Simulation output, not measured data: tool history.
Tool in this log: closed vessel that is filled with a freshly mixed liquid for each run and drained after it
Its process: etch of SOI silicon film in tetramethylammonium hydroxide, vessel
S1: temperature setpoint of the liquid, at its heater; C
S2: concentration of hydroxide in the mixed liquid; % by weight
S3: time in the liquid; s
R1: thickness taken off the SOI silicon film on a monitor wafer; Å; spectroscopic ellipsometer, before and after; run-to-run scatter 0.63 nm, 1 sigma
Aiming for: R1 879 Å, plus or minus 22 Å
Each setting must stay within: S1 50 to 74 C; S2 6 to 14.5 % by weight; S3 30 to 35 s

run 1 hour=0 | S1=61 S2=9.5 S3=35 | R1=1619.8
run 2 hour=5.9 | S1=58.5 S2=9.5 S3=35 | R1=1373.7
run 3 hour=6.7 | S1=58.5 S2=7.5 S3=35 | R1=1503.5
run 4 hour=14.8 | S1=62 S2=7.5 S3=35 | R1=1870.1
run 5 hour=16.2 | S1=59 S2=7.5 S3=35 | R1=1526.4
run 6 hour=22.7 | S1=56.5 S2=7.5 S3=35 | R1=1325.4
run 7 hour=27.8 | S1=55 S2=7.5 S3=35 | R1=1197.6
run 8 hour=30.4 | S1=53.5 S2=7.5 S3=35 | R1=1098.5

Pick the move, out of 5, that brings all results within their allowed miss; only one does.
run A hour=33 | S1=53 S2=8.5 S3=30 | R1=?
run B hour=33 | S1=54 S2=8 S3=30 | R1=?
run C hour=33 | S1=52.5 S2=8.5 S3=35 | R1=?
run D hour=33 | S1=51.5 S2=8.5 S3=35 | R1=?
run E hour=33 | S1=54 S2=8.5 S3=30 | R1=?

move=A R1=868.39
move=B R1=945.32
move=C R1=980.45
move=D R1=917.96
move=E R1=926.95
A: every result lands within tolerance
B: better than the last run, though not everything is in spec
C: better than the last run, though not everything is in spec
D: better than the last run, though not everything is in spec
E: better than the last run, though not everything is in spec
Go with A: it meets all targets.
